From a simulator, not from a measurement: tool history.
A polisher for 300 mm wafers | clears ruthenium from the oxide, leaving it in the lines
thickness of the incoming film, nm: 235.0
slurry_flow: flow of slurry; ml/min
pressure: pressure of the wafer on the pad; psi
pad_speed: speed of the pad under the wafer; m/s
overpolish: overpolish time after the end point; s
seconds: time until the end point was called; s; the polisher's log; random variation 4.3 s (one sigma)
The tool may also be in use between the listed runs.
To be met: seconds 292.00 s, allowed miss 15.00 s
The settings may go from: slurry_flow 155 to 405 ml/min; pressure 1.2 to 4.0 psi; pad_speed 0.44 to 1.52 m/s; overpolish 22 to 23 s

Run 1, day 0.000: slurry_flow 260 ml/min, pressure 2.6 psi, pad_speed 0.98 m/s, overpolish 22 s. Result: seconds 146.45 s.
Run 2, day 0.071: slurry_flow 260 ml/min, pressure 2.6 psi, pad_speed 0.98 m/s, overpolish 22 s. Result: seconds 145.34 s.
Run 3, day 0.158: slurry_flow 295 ml/min, pressure 2.6 psi, pad_speed 0.98 m/s, overpolish 22 s. Result: seconds 145.42 s.
Run 4, day 0.329: slurry_flow 295 ml/min, pressure 2.6 psi, pad_speed 1.08 m/s, overpolish 22 s. Result: seconds 130.86 s.
Run 5, day 0.621: slurry_flow 295 ml/min, pressure 2.2 psi, pad_speed 0.98 m/s, overpolish 22 s. Result: seconds 171.73 s.
Run 6, day 0.792: slurry_flow 295 ml/min, pressure 1.9 psi, pad_speed 0.94 m/s, overpolish 22 s. Result: seconds 202.86 s.
Run 7, day 0.938: slurry_flow 295 ml/min, pressure 1.7 psi, pad_speed 0.92 m/s, overpolish 22 s. Result: seconds 227.45 s.
Run 8, day 1.304: slurry_flow 295 ml/min, pressure 1.5 psi, pad_speed 0.90 m/s, overpolish 22 s. Result: seconds 268.76 s.

4 next moves are on the table. One of them brings every result within its allowed miss. Which?
Run A, day 1.671: slurry_flow 285 ml/min, pressure 1.3 psi, pad_speed 0.94 m/s, overpolish 22 s. Result: seconds ?.
Run B, day 1.671: slurry_flow 205 ml/min, pressure 1.6 psi, pad_speed 0.96 m/s, overpolish 22 s. Result: seconds ?.
Run C, day 1.671: slurry_flow 305 ml/min, pressure 1.3 psi, pad_speed 0.86 m/s, overpolish 22 s. Result: seconds ?.
Run D, day 1.671: slurry_flow 295 ml/min, pressure 1.5 psi, pad_speed 0.74 m/s, overpolish 23 s. Result: seconds ?.

move  seconds
   A   294.27
   B   246.73
   C   318.58
   D   322.65
A: meets every target
B: further off than the last run
C: takes the result that was furthest off past its target
D: takes the result that was furthest off past its target
Answer: A
